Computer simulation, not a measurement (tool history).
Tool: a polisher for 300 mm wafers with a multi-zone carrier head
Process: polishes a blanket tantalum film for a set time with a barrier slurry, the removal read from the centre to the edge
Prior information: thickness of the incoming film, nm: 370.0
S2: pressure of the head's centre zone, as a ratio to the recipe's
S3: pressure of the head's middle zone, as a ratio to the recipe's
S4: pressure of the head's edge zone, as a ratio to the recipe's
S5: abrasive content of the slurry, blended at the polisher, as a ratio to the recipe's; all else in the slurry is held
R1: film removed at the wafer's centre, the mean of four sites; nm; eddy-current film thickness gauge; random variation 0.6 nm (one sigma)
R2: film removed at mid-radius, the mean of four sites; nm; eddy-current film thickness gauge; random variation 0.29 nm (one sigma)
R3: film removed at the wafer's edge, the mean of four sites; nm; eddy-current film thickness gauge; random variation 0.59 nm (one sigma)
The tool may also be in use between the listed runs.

Run 1, hour 0: flow of slurry (ml/min) 190, S2 1, S3 1, S4 1, S5 1, polishing time (s) 40. Result: R1 52.958 nm, R2 55.155 nm, R3 52.908 nm.
Run 2, hour 2.8: flow of slurry (ml/min) 190, S2 1, S3 1, S4 1, S5 0.9, polishing time (s) 40. Result: R1 50.951 nm, R2 52.899 nm, R3 50.96 nm.
Run 3, hour 9.4: flow of slurry (ml/min) 190, S2 1, S3 1, S4 1, S5 1.1, polishing time (s) 40. Result: R1 55.091 nm, R2 56.672 nm, R3 55.885 nm.
Run 4, hour 17: flow of slurry (ml/min) 185, S2 1.02, S3 0.96, S4 0.96, S5 0.95, polishing time (s) 40. Result: R1 53.48 nm, R2 52.04 nm, R3 52.251 nm.
Run 5, hour 25.6: flow of slurry (ml/min) 185, S2 1.02, S3 0.99, S4 0.96, S5 0.95, polishing time (s) 40. Result: R1 53.321 nm, R2 53.4 nm, R3 50.693 nm.
Run 6, hour 31.3: flow of slurry (ml/min) 175, S2 1.03, S3 0.96, S4 0.93, S5 0.85, polishing time (s) 40. Result: R1 51.651 nm, R2 49.112 nm, R3 47.489 nm.
Run 7, hour 32.5: flow of slurry (ml/min) 165, S2 1.03, S3 0.94, S4 0.91, S5 0.8, polishing time (s) 40. Result: R1 49.151 nm, R2 46.184 nm, R3 45.419 nm.

Run 8 has not been measured yet. What should we expect?
Run 8, hour 33.2: flow of slurry (ml/min) 155, S2 1.04, S3 0.93, S4 0.9, S5 0.8, polishing time (s) 40. Result: R1 ?, R2 ?, R3 ?.

R1: 49.802 nm
R2: 45.087 nm
R3: 44.728 nm
